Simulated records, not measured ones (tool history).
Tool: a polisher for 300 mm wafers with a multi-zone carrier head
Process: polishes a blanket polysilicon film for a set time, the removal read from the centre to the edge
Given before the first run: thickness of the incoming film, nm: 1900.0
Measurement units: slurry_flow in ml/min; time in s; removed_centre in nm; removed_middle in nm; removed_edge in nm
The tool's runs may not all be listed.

run	hour	slurry_flow	centre_zone	middle_zone	edge_zone	time	removed_centre	removed_middle	removed_edge
1	0.0	135	1.00	1.00	1.00	88	520.51	501.09	508.91
2	4.6	135	1.00	1.08	1.00	88	526.20	531.33	508.80
3	11.4	135	0.96	1.08	1.00	88	498.08	524.20	509.65
4	14.2	140	0.95	1.08	1.02	90	513.48	549.30	527.07
5	22.4	140	0.94	1.07	1.04	93	506.95	565.04	548.99
6	24.7	140	0.94	1.06	1.06	95	529.50	567.30	568.46
7	31.5	145	0.93	1.06	1.08	97	535.00	581.54	588.63
8	36.2	145	0.93	1.06	1.08	97	533.17	579.81	592.07
9	42.5	150	0.92	1.06	1.09	98	550.89	589.46	591.05
10	49.7	150	0.92	1.06	1.09	98	532.81	597.61	598.31
11	54.4	150	0.92	1.06	1.10	100	555.50	613.44	615.40
12	61.0	150	0.91	1.06	1.11	101	546.50	614.96	626.75
13	65.6	150	0.91	1.06	1.12	102	558.73	615.10	632.92

Expected results for the next run?
14	67.0	150	0.91	1.06	1.12	102	?	?	?

{"run 14": {"removed_centre": 559.74, "removed_middle": 615.9, "removed_edge": 633.68}}
